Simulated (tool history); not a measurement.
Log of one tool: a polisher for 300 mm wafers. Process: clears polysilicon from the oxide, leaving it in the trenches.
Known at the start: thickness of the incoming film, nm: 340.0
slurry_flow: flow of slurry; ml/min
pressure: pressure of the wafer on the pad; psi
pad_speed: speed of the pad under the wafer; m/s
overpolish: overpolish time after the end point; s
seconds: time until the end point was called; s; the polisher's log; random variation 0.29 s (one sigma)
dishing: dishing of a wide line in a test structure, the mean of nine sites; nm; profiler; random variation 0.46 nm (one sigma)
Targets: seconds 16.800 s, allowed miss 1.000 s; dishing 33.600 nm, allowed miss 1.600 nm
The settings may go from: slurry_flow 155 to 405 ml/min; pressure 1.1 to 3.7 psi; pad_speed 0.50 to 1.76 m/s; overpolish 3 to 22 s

run,hour,slurry_flow,pressure,pad_speed,overpolish,seconds,dishing
1,0.0,260,2.4,1.12,11,26.220,36.372
2,1.7,260,2.4,1.12,7,25.895,33.011
3,4.2,260,2.6,1.14,7,23.952,33.652
4,8.8,260,2.7,1.16,7,22.947,34.156
5,11.7,260,2.8,1.18,6,21.402,33.402
6,15.6,260,2.9,1.18,6,20.739,33.581
7,16.1,260,3.4,1.22,3,17.508,27.885
8,23.7,260,3.4,1.24,4,16.993,31.352

5 next moves are on the table. One of them brings every result within its allowed miss. Which?
A,31.3,335,3.6,1.20,3,?,?
B,31.3,215,3.4,1.30,5,?,?
C,31.3,290,2.9,1.46,3,?,?
D,31.3,280,3.6,1.16,3,?,?
E,31.3,215,3.4,1.40,3,?,?

move,seconds,dishing
A,16.489,28.767
B,17.042,33.377
C,17.276,28.211
D,17.290,28.201
E,15.930,29.168
A: further off than the last run
B: meets every target
C: further off than the last run
D: further off than the last run
E: further off than the last run
The right move is B.
